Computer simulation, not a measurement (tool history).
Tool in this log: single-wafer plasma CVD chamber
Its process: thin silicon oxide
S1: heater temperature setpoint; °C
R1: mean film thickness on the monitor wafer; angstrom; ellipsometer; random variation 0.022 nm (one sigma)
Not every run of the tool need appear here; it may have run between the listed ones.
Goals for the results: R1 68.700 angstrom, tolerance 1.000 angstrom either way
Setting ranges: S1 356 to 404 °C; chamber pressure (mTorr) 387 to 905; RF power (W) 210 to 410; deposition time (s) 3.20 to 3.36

run 1 hour=0.0 | S1=380 chamber_pressure_(mTorr)=646 RF_power_(W)=310 deposition_time_(s)=3.36 | R1=49.604
run 2 hour=3.7 | S1=380 chamber_pressure_(mTorr)=646 RF_power_(W)=295 deposition_time_(s)=3.36 | R1=48.734
run 3 hour=5.4 | S1=375 chamber_pressure_(mTorr)=646 RF_power_(W)=295 deposition_time_(s)=3.36 | R1=48.873
run 4 hour=7.8 | S1=375 chamber_pressure_(mTorr)=646 RF_power_(W)=295 deposition_time_(s)=3.36 | R1=48.823
run 5 hour=12.1 | S1=366 chamber_pressure_(mTorr)=646 RF_power_(W)=295 deposition_time_(s)=3.36 | R1=49.442
run 6 hour=13.8 | S1=372 chamber_pressure_(mTorr)=646 RF_power_(W)=295 deposition_time_(s)=3.36 | R1=49.307
run 7 hour=22.6 | S1=371 chamber_pressure_(mTorr)=702 RF_power_(W)=295 deposition_time_(s)=3.36 | R1=53.382
run 8 hour=28.4 | S1=371 chamber_pressure_(mTorr)=831 RF_power_(W)=300 deposition_time_(s)=3.36 | R1=62.132
run 9 hour=31.9 | S1=371 chamber_pressure_(mTorr)=852 RF_power_(W)=300 deposition_time_(s)=3.36 | R1=63.578
run 10 hour=32.4 | S1=371 chamber_pressure_(mTorr)=867 RF_power_(W)=305 deposition_time_(s)=3.36 | R1=65.338
run 11 hour=33.8 | S1=371 chamber_pressure_(mTorr)=878 RF_power_(W)=305 deposition_time_(s)=3.36 | R1=66.134
run 12 hour=36.9 | S1=371 chamber_pressure_(mTorr)=886 RF_power_(W)=305 deposition_time_(s)=3.36 | R1=66.270

Exercise: of the 4 proposed moves below, exactly one satisfies all targets within the stated allowed misses. Which move is it?
run A hour=40.0 | S1=365 chamber_pressure_(mTorr)=890 RF_power_(W)=320 deposition_time_(s)=3.28 | R1=?
run B hour=40.0 | S1=366 chamber_pressure_(mTorr)=905 RF_power_(W)=305 deposition_time_(s)=3.32 | R1=?
run C hour=40.0 | S1=372 chamber_pressure_(mTorr)=905 RF_power_(W)=330 deposition_time_(s)=3.36 | R1=?
run D hour=40.0 | S1=359 chamber_pressure_(mTorr)=905 RF_power_(W)=310 deposition_time_(s)=3.26 | R1=?

move=A R1=65.393
move=B R1=66.104
move=C R1=68.140
move=D R1=65.534
A: misses by more than the last run did
B: misses by more than the last run did
C: every result lands within tolerance
D: misses by more than the last run did
Answer: C
